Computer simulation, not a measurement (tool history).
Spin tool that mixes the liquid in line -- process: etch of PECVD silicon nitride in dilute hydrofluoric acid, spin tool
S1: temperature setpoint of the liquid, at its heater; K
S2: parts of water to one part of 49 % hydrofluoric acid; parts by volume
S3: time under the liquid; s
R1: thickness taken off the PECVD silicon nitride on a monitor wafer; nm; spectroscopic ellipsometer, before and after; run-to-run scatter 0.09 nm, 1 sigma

run,hour,S1,S2,S3,R1
1,0,299.15,275,295,5.139
2,2.8,301.15,260,295,6.1483
3,3.5,301.15,195,295,8.098
4,7.2,301.15,140,295,11.604
5,7.9,303.15,140,295,13.005
6,12,303.15,70,295,26.323

What does the tool deliver on the next run?
7,19.1,300.15,75,295,?

{"run 7": {"R1": 19.909}}

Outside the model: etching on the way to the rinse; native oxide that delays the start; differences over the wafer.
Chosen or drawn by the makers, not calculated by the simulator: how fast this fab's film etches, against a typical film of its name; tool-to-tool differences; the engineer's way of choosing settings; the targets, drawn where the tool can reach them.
